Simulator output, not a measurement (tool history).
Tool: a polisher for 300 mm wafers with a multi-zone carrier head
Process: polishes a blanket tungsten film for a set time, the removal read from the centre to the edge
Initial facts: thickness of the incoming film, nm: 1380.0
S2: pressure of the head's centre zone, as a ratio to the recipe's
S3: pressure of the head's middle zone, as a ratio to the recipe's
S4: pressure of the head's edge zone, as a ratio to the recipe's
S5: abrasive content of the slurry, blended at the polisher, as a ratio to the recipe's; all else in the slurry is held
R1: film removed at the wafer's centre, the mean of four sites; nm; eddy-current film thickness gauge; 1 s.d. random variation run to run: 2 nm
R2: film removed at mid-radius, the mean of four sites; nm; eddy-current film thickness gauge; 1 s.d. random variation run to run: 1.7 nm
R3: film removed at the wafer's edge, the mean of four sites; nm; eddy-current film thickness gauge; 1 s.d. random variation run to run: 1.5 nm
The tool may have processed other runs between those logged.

{"run": 1, "hour": 0.0, "flow of slurry (ml/min)": 135, "S2": 1.0, "S3": 1.0, "S4": 1.0, "S5": 1.0, "polishing time (s)": 60, "R1": 203.05, "R2": 190.81, "R3": 202.54}
{"run": 2, "hour": 5.7, "flow of slurry (ml/min)": 135, "S2": 1.0, "S3": 1.0, "S4": 1.0, "S5": 1.0, "polishing time (s)": 66, "R1": 218.22, "R2": 212.6, "R3": 223.05}
{"run": 3, "hour": 12.0, "flow of slurry (ml/min)": 135, "S2": 1.0, "S3": 1.0, "S4": 1.0, "S5": 1.0, "polishing time (s)": 72, "R1": 240.36, "R2": 234.91, "R3": 244.04}
{"run": 4, "hour": 13.3, "flow of slurry (ml/min)": 130, "S2": 1.01, "S3": 0.96, "S4": 0.97, "S5": 0.85, "polishing time (s)": 65, "R1": 210.33, "R2": 197.91, "R3": 208.2}
{"run": 5, "hour": 18.1, "flow of slurry (ml/min)": 130, "S2": 1.01, "S3": 0.96, "S4": 0.97, "S5": 0.85, "polishing time (s)": 73, "R1": 236.22, "R2": 222.52, "R3": 238.43}
{"run": 6, "hour": 21.1, "flow of slurry (ml/min)": 125, "S2": 1.02, "S3": 0.92, "S4": 0.96, "S5": 0.75, "polishing time (s)": 64, "R1": 211.05, "R2": 179.58, "R3": 197.99}
{"run": 7, "hour": 23.7, "flow of slurry (ml/min)": 120, "S2": 1.0, "S3": 0.9, "S4": 0.95, "S5": 0.65, "polishing time (s)": 59, "R1": 178.85, "R2": 160.63, "R3": 173.14}
{"run": 8, "hour": 25.0, "flow of slurry (ml/min)": 115, "S2": 1.0, "S3": 0.87, "S4": 0.96, "S5": 0.6, "polishing time (s)": 56, "R1": 164.72, "R2": 142.53, "R3": 166.2}
{"run": 9, "hour": 33.2, "flow of slurry (ml/min)": 110, "S2": 1.01, "S3": 0.85, "S4": 0.94, "S5": 0.55, "polishing time (s)": 54, "R1": 154.98, "R2": 133.45, "R3": 156.21}

What will run 10 give?
{"run": 10, "hour": 40.9, "flow of slurry (ml/min)": 100, "S2": 1.09, "S3": 0.81, "S4": 0.87, "S5": 0.5, "polishing time (s)": 49, "R1": "?", "R2": "?", "R3": "?"}

{"run 10": {"R1": 150.43, "R2": 111.56, "R3": 134.48}}
